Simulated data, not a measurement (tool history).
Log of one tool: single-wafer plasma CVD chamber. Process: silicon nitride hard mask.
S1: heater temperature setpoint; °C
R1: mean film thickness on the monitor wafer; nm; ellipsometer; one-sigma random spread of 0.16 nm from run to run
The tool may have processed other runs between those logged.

{"run": 1, "day": 0.0, "S1": 395, "chamber pressure (Torr)": 1.93, "RF power (kW)": 0.31, "deposition time (s)": 56.7, "R1": 74.728}
{"run": 2, "day": 0.329, "S1": 395, "chamber pressure (Torr)": 1.77, "RF power (kW)": 0.3, "deposition time (s)": 56.7, "R1": 70.925}
{"run": 3, "day": 0.521, "S1": 395, "chamber pressure (Torr)": 1.67, "RF power (kW)": 0.295, "deposition time (s)": 56.7, "R1": 68.589}
{"run": 4, "day": 0.621, "S1": 395, "chamber pressure (Torr)": 1.67, "RF power (kW)": 0.34, "deposition time (s)": 56.7, "R1": 76.05}
{"run": 5, "day": 0.904, "S1": 395, "chamber pressure (Torr)": 1.54, "RF power (kW)": 0.33, "deposition time (s)": 56.7, "R1": 72.402}
{"run": 6, "day": 1.096, "S1": 395, "chamber pressure (Torr)": 1.54, "RF power (kW)": 0.33, "deposition time (s)": 56.7, "R1": 72.548}

What will run 7 give?
{"day": 1.229, "done": "thermocouple changed; heater temperature recalibrated"}
{"run": 7, "day": 1.229, "S1": 395, "chamber pressure (Torr)": 1.44, "RF power (kW)": 0.325, "deposition time (s)": 56.7, "R1": "?"}

R1: 69.262 nm

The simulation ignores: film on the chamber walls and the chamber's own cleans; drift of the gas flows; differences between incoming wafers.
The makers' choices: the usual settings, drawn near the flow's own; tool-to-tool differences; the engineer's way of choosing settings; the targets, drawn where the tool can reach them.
